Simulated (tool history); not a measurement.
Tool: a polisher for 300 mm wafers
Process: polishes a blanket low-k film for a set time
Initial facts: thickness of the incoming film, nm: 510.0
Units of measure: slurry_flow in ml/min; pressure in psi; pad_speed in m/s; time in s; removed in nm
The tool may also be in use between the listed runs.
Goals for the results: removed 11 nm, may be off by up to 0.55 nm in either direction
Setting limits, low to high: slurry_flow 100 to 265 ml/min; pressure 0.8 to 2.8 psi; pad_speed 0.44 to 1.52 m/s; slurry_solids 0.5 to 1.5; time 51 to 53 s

{"run": 1, "hour": 0.0, "slurry_flow": 170, "pressure": 1.8, "pad_speed": 0.98, "slurry_solids": 1, "time": 51, "removed": 17.043}
{"run": 2, "hour": 3.5, "slurry_flow": 170, "pressure": 1.8, "pad_speed": 0.98, "slurry_solids": 1, "time": 51, "removed": 17.323}
{"run": 3, "hour": 6.7, "slurry_flow": 170, "pressure": 1.8, "pad_speed": 0.98, "slurry_solids": 0.85, "time": 51, "removed": 15.864}
{"run": 4, "hour": 7.9, "slurry_flow": 170, "pressure": 1.7, "pad_speed": 0.98, "slurry_solids": 0.85, "time": 51, "removed": 14.85}
{"run": 5, "hour": 9.0, "slurry_flow": 170, "pressure": 1.6, "pad_speed": 0.98, "slurry_solids": 0.85, "time": 51, "removed": 13.778}
{"run": 6, "hour": 16.8, "slurry_flow": 170, "pressure": 1.9, "pad_speed": 0.98, "slurry_solids": 0.85, "time": 51, "removed": 15.869}
{"run": 7, "hour": 21.3, "slurry_flow": 170, "pressure": 1.8, "pad_speed": 0.96, "slurry_solids": 0.85, "time": 51, "removed": 15.217}
{"hour": 30.1, "done": "worn pad replaced by a new one"}
{"run": 8, "hour": 30.1, "slurry_flow": 165, "pressure": 1.3, "pad_speed": 0.9, "slurry_solids": 0.85, "time": 51, "removed": 11.669}

Next run, 5 choices. One meets every target within its allowed miss, the rest don't. Which?
{"run": "A", "hour": 38.9, "slurry_flow": 160, "pressure": 1, "pad_speed": 1, "slurry_solids": 0.95, "time": 51, "removed": "?"}
{"run": "B", "hour": 38.9, "slurry_flow": 155, "pressure": 1.2, "pad_speed": 0.92, "slurry_solids": 1, "time": 52, "removed": "?"}
{"run": "C", "hour": 38.9, "slurry_flow": 195, "pressure": 1, "pad_speed": 0.84, "slurry_solids": 0.9, "time": 51, "removed": "?"}
{"run": "D", "hour": 38.9, "slurry_flow": 150, "pressure": 1.2, "pad_speed": 0.8, "slurry_solids": 0.8, "time": 51, "removed": "?"}
{"run": "E", "hour": 38.9, "slurry_flow": 195, "pressure": 1.4, "pad_speed": 0.7, "slurry_solids": 0.75, "time": 52, "removed": "?"}

move=A removed=10.941
move=B removed=12.409
move=C removed=9.525
move=D removed=9.4705
move=E removed=9.9022
A: all results in spec
B: its largest miss is bigger than the last run's
C: the result that was furthest off in the last run now lies on the other side of its target
D: the result that was furthest off in the last run now lies on the other side of its target
E: the result that was furthest off in the last run now lies on the other side of its target
Correct choice: A, which meets every target
